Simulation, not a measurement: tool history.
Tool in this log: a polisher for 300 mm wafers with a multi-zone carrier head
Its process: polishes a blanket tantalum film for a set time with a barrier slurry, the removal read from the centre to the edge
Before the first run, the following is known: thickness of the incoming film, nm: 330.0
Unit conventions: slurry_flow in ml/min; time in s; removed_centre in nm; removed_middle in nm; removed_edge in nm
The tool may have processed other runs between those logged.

{"run": 1, "hour": 0.0, "slurry_flow": 200, "centre_zone": 1, "middle_zone": 1, "edge_zone": 1, "slurry_solids": 1, "time": 77, "removed_centre": 101.74, "removed_middle": 97.217, "removed_edge": 100.07}
{"run": 2, "hour": 0.7, "slurry_flow": 200, "centre_zone": 1, "middle_zone": 1, "edge_zone": 1, "slurry_solids": 1.15, "time": 77, "removed_centre": 104.43, "removed_middle": 100.07, "removed_edge": 104.38}
{"run": 3, "hour": 4.4, "slurry_flow": 200, "centre_zone": 1, "middle_zone": 1.08, "edge_zone": 1, "slurry_solids": 1.15, "time": 77, "removed_centre": 103.16, "removed_middle": 108.14, "removed_edge": 105.67}
{"run": 4, "hour": 10.1, "slurry_flow": 200, "centre_zone": 1.01, "middle_zone": 1.07, "edge_zone": 1.03, "slurry_solids": 1.2, "time": 79, "removed_centre": 107.58, "removed_middle": 110.91, "removed_edge": 109.18}
{"run": 5, "hour": 15.5, "slurry_flow": 200, "centre_zone": 1.09, "middle_zone": 1.07, "edge_zone": 1.03, "slurry_solids": 1.2, "time": 79, "removed_centre": 116.44, "removed_middle": 110.91, "removed_edge": 108.18}
{"run": 6, "hour": 23.2, "slurry_flow": 200, "centre_zone": 1.09, "middle_zone": 1.11, "edge_zone": 1.03, "slurry_solids": 1.2, "time": 79, "removed_centre": 116.38, "removed_middle": 113.66, "removed_edge": 108.65}

What does the tool deliver on the next run?
{"run": 7, "hour": 27.9, "slurry_flow": 200, "centre_zone": 1.08, "middle_zone": 1.08, "edge_zone": 1.06, "slurry_solids": 1.25, "time": 81, "removed_centre": "?", "removed_middle": "?", "removed_edge": "?"}

{"run 7": {"removed_centre": 119.97, "removed_middle": 114.41, "removed_edge": 113.93}}

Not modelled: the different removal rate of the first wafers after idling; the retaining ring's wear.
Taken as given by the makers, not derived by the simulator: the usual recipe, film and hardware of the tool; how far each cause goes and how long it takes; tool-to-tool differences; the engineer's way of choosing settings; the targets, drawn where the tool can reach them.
